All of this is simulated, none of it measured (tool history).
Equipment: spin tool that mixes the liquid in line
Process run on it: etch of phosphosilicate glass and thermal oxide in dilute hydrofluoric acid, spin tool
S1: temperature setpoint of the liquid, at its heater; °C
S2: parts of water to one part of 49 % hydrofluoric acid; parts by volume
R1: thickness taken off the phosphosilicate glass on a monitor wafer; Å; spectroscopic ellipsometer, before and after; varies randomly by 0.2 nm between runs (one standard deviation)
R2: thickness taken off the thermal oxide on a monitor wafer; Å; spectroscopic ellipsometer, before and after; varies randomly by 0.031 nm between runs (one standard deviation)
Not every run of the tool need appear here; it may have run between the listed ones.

{"run": 1, "hour": 0.0, "S1": 23.0, "S2": 140, "time under the liquid (s)": 30, "R1": 306.38, "R2": 10.546}
{"run": 2, "hour": 2.1, "S1": 22.0, "S2": 140, "time under the liquid (s)": 30, "R1": 295.45, "R2": 9.969}
{"run": 3, "hour": 8.1, "S1": 22.0, "S2": 190, "time under the liquid (s)": 30, "R1": 204.28, "R2": 6.5286}
{"run": 4, "hour": 16.0, "S1": 22.5, "S2": 190, "time under the liquid (s)": 30, "R1": 213.35, "R2": 7.491}
{"run": 5, "hour": 22.8, "S1": 22.5, "S2": 190, "time under the liquid (s)": 40, "R1": 279.42, "R2": 9.0636}
{"run": 6, "hour": 27.7, "S1": 22.0, "S2": 190, "time under the liquid (s)": 40, "R1": 273.4, "R2": 9.4383}
{"run": 7, "hour": 34.8, "S1": 22.0, "S2": 190, "time under the liquid (s)": 40, "R1": 273.52, "R2": 8.8694}

Estimate the outcome of run 8 from the log above:
{"run": 8, "hour": 40.5, "S1": 21.5, "S2": 190, "time under the liquid (s)": 40, "R1": "?", "R2": "?"}

R1: 272.37 Å
R2: 8.8800 Å

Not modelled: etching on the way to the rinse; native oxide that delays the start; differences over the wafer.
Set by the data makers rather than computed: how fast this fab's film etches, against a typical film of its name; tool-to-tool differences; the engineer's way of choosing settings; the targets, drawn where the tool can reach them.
